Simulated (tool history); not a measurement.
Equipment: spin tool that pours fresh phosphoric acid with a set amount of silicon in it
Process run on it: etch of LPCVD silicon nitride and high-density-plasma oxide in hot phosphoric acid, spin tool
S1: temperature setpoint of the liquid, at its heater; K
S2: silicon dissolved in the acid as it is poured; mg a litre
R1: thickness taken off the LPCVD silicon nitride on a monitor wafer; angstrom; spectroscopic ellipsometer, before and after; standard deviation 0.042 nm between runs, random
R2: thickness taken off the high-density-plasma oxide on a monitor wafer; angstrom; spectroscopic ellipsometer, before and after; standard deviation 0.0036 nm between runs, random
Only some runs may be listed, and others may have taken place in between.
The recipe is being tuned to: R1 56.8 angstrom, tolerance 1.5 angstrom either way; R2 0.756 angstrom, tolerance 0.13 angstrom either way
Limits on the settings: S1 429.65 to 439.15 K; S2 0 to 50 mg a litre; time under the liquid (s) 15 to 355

Run 1, hour 0: S1 434.15 K, S2 29 mg a litre, time under the liquid (s) 180. Result: R1 162.85 angstrom, R2 6.4982 angstrom.
Run 2, hour 2.9: S1 433.15 K, S2 34.5 mg a litre, time under the liquid (s) 140. Result: R1 121.82 angstrom, R2 3.3374 angstrom.
Run 3, hour 8.9: S1 432.65 K, S2 37 mg a litre, time under the liquid (s) 110. Result: R1 94.669 angstrom, R2 2.2388 angstrom.
Run 4, hour 12.1: S1 432.15 K, S2 39 mg a litre, time under the liquid (s) 95. Result: R1 80.173 angstrom, R2 1.7497 angstrom.
Run 5, hour 15.3: S1 431.65 K, S2 41.5 mg a litre, time under the liquid (s) 90. Result: R1 75.385 angstrom, R2 1.2818 angstrom.
Run 6, hour 20.5: S1 431.15 K, S2 42 mg a litre, time under the liquid (s) 85. Result: R1 68.785 angstrom, R2 1.2406 angstrom.
Run 7, hour 27.9: S1 430.65 K, S2 43.5 mg a litre, time under the liquid (s) 85. Result: R1 67.69 angstrom, R2 0.91093 angstrom.
Run 8, hour 32.7: S1 430.65 K, S2 43 mg a litre, time under the liquid (s) 80. Result: R1 63.479 angstrom, R2 0.98379 angstrom.
Run 9, hour 39.1: S1 430.15 K, S2 43.5 mg a litre, time under the liquid (s) 80. Result: R1 62.653 angstrom, R2 0.92052 angstrom.
Run 10, hour 42.6: S1 430.15 K, S2 44 mg a litre, time under the liquid (s) 75. Result: R1 59.564 angstrom, R2 0.80877 angstrom.
Run 11, hour 49.2: S1 429.65 K, S2 43.5 mg a litre, time under the liquid (s) 75. Result: R1 58.426 angstrom, R2 0.80566 angstrom.
Run 12, hour 51.4: S1 429.65 K, S2 44.5 mg a litre, time under the liquid (s) 70. Result: R1 54.18 angstrom, R2 0.68332 angstrom.
At hour 55: thermometer replaced.
Run 13, hour 55: S1 430.15 K, S2 44.5 mg a litre, time under the liquid (s) 70. Result: R1 53.138 angstrom, R2 0.63237 angstrom.
Run 14, hour 56.9: S1 430.65 K, S2 44.5 mg a litre, time under the liquid (s) 70. Result: R1 54.131 angstrom, R2 0.69913 angstrom.

4 next moves are on the table. One of them brings every result within its allowed miss. Which?
Run A, hour 58.8: S1 430.15 K, S2 43.5 mg a litre, time under the liquid (s) 75. Result: R1 ?, R2 ?.
Run B, hour 58.8: S1 431.65 K, S2 50 mg a litre, time under the liquid (s) 75. Result: R1 ?, R2 ?.
Run C, hour 58.8: S1 429.65 K, S2 48 mg a litre, time under the liquid (s) 80. Result: R1 ?, R2 ?.
Run D, hour 58.8: S1 430.15 K, S2 48.5 mg a litre, time under the liquid (s) 70. Result: R1 ?, R2 ?.

move      R1       R2
   A   56.77   0.7519
   B  59.735  0.76446
   C  59.532   0.7019
   D  52.986   0.6377
A: every result lands within tolerance
B: moves the result that the last run missed by most past its target, out the other side
C: moves the result that the last run missed by most past its target, out the other side
D: further off than the last run
The right move is A.
